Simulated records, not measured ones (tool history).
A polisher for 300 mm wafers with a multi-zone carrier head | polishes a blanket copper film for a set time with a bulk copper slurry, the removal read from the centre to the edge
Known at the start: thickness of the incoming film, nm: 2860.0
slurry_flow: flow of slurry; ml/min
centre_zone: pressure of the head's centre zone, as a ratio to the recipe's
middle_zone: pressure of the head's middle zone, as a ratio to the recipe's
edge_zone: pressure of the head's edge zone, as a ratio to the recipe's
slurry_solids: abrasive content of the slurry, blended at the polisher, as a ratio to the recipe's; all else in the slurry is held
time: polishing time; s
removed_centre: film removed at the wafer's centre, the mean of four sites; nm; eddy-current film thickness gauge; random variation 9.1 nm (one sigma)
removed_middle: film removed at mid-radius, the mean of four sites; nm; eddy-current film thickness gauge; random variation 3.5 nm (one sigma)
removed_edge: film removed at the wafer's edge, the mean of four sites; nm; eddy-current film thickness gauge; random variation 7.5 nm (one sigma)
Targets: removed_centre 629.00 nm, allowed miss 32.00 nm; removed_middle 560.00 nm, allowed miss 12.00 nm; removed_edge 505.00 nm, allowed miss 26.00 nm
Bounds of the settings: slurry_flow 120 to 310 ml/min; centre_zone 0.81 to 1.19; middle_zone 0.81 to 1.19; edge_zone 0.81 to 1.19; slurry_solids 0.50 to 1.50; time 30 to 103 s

| run | day | slurry_flow | centre_zone | middle_zone | edge_zone | slurry_solids | time | removed_centre | removed_middle | removed_edge |
|---|---|---|---|---|---|---|---|---|---|---|
| 1 | 0.000 | 200 | 1.00 | 1.00 | 1.00 | 1.00 | 66 | 484.18 | 498.91 | 451.94 |
| 2 | 0.346 | 215 | 1.05 | 1.01 | 1.02 | 1.05 | 66 | 506.32 | 503.57 | 498.65 |
| 3 | 0.633 | 215 | 1.05 | 1.04 | 1.02 | 1.05 | 66 | 512.64 | 517.61 | 483.46 |
| 4 | 0.783 | 225 | 1.09 | 1.05 | 0.98 | 1.10 | 66 | 543.60 | 524.93 | 475.16 |
| 5 | 1.092 | 235 | 1.12 | 1.06 | 0.98 | 1.15 | 66 | 561.97 | 529.52 | 502.48 |
| 6 | 1.379 | 235 | 1.16 | 1.06 | 0.98 | 1.15 | 66 | 571.76 | 531.51 | 476.67 |
| 7 | 1.446 | 235 | 1.16 | 1.06 | 0.98 | 1.15 | 66 | 578.83 | 535.72 | 484.65 |
| 8 | 1.712 | 245 | 1.17 | 1.06 | 0.97 | 1.20 | 66 | 584.93 | 544.86 | 494.21 |

5 next moves are on the table. One of them brings every result within its allowed miss. Which?
| A | 1.979 | 260 | 1.01 | 1.05 | 0.97 | 1.50 | 66 | ? | ? | ? |
| B | 1.979 | 265 | 1.11 | 0.97 | 1.01 | 1.40 | 64 | ? | ? | ? |
| C | 1.979 | 235 | 1.08 | 1.04 | 0.93 | 1.10 | 66 | ? | ? | ? |
| D | 1.979 | 210 | 1.08 | 1.10 | 0.93 | 1.50 | 63 | ? | ? | ? |
| E | 1.979 | 255 | 1.19 | 1.05 | 0.98 | 1.25 | 68 | ? | ? | ? |

| move | removed_centre | removed_middle | removed_edge |
|---|---|---|---|
| A | 545.29 | 565.75 | 509.86 |
| B | 574.51 | 518.14 | 498.20 |
| C | 541.27 | 522.62 | 465.81 |
| D | 540.98 | 540.26 | 467.69 |
| E | 637.23 | 560.08 | 507.99 |
A: further off than the last run
B: further off than the last run
C: further off than the last run
D: further off than the last run
E: meets every target
Answer: E
